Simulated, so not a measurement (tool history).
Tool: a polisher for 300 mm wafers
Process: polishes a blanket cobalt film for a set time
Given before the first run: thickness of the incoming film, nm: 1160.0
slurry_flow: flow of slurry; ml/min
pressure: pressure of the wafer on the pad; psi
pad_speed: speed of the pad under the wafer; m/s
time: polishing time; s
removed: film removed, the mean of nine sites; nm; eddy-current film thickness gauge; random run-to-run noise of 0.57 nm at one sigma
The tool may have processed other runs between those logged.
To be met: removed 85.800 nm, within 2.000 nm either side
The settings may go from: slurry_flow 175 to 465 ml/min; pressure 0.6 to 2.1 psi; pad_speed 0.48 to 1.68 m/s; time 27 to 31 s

Run 1, hour 0.0: slurry_flow 295 ml/min, pressure 1.3 psi, pad_speed 1.08 m/s, time 31 s. Result: removed 144.870 nm.
Run 2, hour 4.8: slurry_flow 295 ml/min, pressure 1.0 psi, pad_speed 1.08 m/s, time 31 s. Result: removed 112.420 nm.
Run 3, hour 10.3: slurry_flow 290 ml/min, pressure 0.9 psi, pad_speed 1.08 m/s, time 31 s. Result: removed 101.710 nm.
Run 4, hour 11.5: slurry_flow 280 ml/min, pressure 0.8 psi, pad_speed 1.08 m/s, time 31 s. Result: removed 89.861 nm.
Run 5, hour 14.7: slurry_flow 265 ml/min, pressure 0.8 psi, pad_speed 1.08 m/s, time 31 s. Result: removed 90.361 nm.
At hour 20.5: head pressure recalibrated.
Run 6, hour 20.5: slurry_flow 310 ml/min, pressure 0.8 psi, pad_speed 1.08 m/s, time 31 s. Result: removed 84.045 nm.
Run 7, hour 21.0: slurry_flow 305 ml/min, pressure 0.8 psi, pad_speed 1.08 m/s, time 31 s. Result: removed 83.852 nm.
Run 8, hour 25.7: slurry_flow 300 ml/min, pressure 0.8 psi, pad_speed 1.08 m/s, time 31 s. Result: removed 82.443 nm.
Run 9, hour 28.4: slurry_flow 295 ml/min, pressure 0.8 psi, pad_speed 1.08 m/s, time 31 s. Result: removed 82.853 nm.
Run 10, hour 34.7: slurry_flow 290 ml/min, pressure 0.8 psi, pad_speed 1.08 m/s, time 31 s. Result: removed 83.125 nm.
Run 11, hour 40.2: slurry_flow 280 ml/min, pressure 0.8 psi, pad_speed 1.08 m/s, time 31 s. Result: removed 82.619 nm.
Run 12, hour 41.3: slurry_flow 285 ml/min, pressure 0.8 psi, pad_speed 1.08 m/s, time 31 s. Result: removed 83.261 nm.
Run 13, hour 46.8: slurry_flow 280 ml/min, pressure 0.8 psi, pad_speed 1.08 m/s, time 31 s. Result: removed 83.429 nm.
Run 14, hour 53.6: slurry_flow 285 ml/min, pressure 0.8 psi, pad_speed 1.08 m/s, time 31 s. Result: removed 82.272 nm.

Which one of the following 4 next-run settings gets every result inside its allowed miss? There is exactly one.
Run A, hour 60.4: slurry_flow 225 ml/min, pressure 0.7 psi, pad_speed 1.24 m/s, time 30 s. Result: removed ?.
Run B, hour 60.4: slurry_flow 295 ml/min, pressure 0.8 psi, pad_speed 1.12 m/s, time 28 s. Result: removed ?.
Run C, hour 60.4: slurry_flow 300 ml/min, pressure 0.9 psi, pad_speed 1.00 m/s, time 28 s. Result: removed ?.
Run D, hour 60.4: slurry_flow 320 ml/min, pressure 0.9 psi, pad_speed 1.02 m/s, time 30 s. Result: removed ?.

move  removed
   A   78.706
   B   77.893
   C   78.902
   D   86.458
A: lands further from the targets than the last run did
B: lands further from the targets than the last run did
C: lands further from the targets than the last run did
D: every result within its allowed miss
Answer: D

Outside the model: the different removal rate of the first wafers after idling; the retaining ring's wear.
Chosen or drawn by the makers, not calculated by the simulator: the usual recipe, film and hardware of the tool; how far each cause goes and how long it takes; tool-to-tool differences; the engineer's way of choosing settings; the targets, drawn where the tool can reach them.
